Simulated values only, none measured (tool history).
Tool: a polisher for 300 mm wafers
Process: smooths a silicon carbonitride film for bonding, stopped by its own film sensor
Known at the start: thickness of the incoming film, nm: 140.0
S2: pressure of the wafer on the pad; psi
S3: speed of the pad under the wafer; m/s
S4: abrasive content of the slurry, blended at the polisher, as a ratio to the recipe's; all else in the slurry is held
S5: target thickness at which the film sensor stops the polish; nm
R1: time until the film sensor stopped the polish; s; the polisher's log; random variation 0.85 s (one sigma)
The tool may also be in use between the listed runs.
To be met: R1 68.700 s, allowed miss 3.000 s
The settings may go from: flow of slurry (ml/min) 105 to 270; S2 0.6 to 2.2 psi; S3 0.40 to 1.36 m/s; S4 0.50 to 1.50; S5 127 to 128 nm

{"run": 1, "hour": 0.0, "flow of slurry (ml/min)": 175, "S2": 1.4, "S3": 0.88, "S4": 1.0, "S5": 127, "R1": 87.868}
{"run": 2, "hour": 8.1, "flow of slurry (ml/min)": 150, "S2": 1.4, "S3": 0.88, "S4": 1.0, "S5": 127, "R1": 88.703}
{"run": 3, "hour": 10.8, "flow of slurry (ml/min)": 150, "S2": 1.5, "S3": 0.88, "S4": 1.0, "S5": 127, "R1": 85.593}
{"run": 4, "hour": 13.7, "flow of slurry (ml/min)": 150, "S2": 1.5, "S3": 0.88, "S4": 1.0, "S5": 127, "R1": 85.294}
{"run": 5, "hour": 15.0, "flow of slurry (ml/min)": 155, "S2": 1.6, "S3": 0.88, "S4": 1.0, "S5": 127, "R1": 79.631}
{"run": 6, "hour": 18.1, "flow of slurry (ml/min)": 155, "S2": 1.3, "S3": 0.88, "S4": 1.0, "S5": 127, "R1": 97.107}
{"run": 7, "hour": 19.4, "flow of slurry (ml/min)": 155, "S2": 1.3, "S3": 0.88, "S4": 1.0, "S5": 127, "R1": 97.857}
{"run": 8, "hour": 24.0, "flow of slurry (ml/min)": 160, "S2": 1.4, "S3": 0.88, "S4": 1.0, "S5": 127, "R1": 89.008}
{"run": 9, "hour": 27.0, "flow of slurry (ml/min)": 170, "S2": 1.5, "S3": 0.88, "S4": 1.0, "S5": 127, "R1": 83.475}
{"run": 10, "hour": 28.9, "flow of slurry (ml/min)": 170, "S2": 1.6, "S3": 0.88, "S4": 1.0, "S5": 127, "R1": 79.048}
{"run": 11, "hour": 29.9, "flow of slurry (ml/min)": 170, "S2": 1.7, "S3": 0.88, "S4": 1.0, "S5": 127, "R1": 72.396}

Which of these 4 next moves meets every target?
{"run": "A", "hour": 30.9, "flow of slurry (ml/min)": 170, "S2": 1.9, "S3": 0.88, "S4": 1.0, "S5": 128, "R1": "?"}
{"run": "B", "hour": 30.9, "flow of slurry (ml/min)": 155, "S2": 1.5, "S3": 1.0, "S4": 1.05, "S5": 128, "R1": "?"}
{"run": "C", "hour": 30.9, "flow of slurry (ml/min)": 185, "S2": 1.8, "S3": 0.8, "S4": 0.95, "S5": 127, "R1": "?"}
{"run": "D", "hour": 30.9, "flow of slurry (ml/min)": 180, "S2": 2.1, "S3": 0.76, "S4": 0.95, "S5": 128, "R1": "?"}

move=A R1=60.588
move=B R1=69.462
move=C R1=73.966
move=D R1=61.015
A: takes the result that was furthest off past its target
B: meets every target
C: further off than the last run
D: takes the result that was furthest off past its target
Move B is the one to make.
